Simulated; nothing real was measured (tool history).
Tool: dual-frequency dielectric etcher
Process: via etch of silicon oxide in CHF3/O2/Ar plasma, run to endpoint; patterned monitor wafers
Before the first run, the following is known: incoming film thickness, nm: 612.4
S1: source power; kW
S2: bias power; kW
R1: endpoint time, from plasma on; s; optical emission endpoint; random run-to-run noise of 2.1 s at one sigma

run	hour	S1	S2	R1
1	0.0	0.520	0.187	304.08
2	6.2	0.600	0.187	284.40
3	11.3	0.630	0.190	276.24
4	18.4	0.630	0.157	295.82
5	20.3	0.570	0.157	308.38
6	28.9	0.570	0.175	299.43
7	35.5	0.600	0.182	284.49

Run 8 has not been measured yet. What should we expect?
8	37.6	0.620	0.185	?

R1: 278.89 s
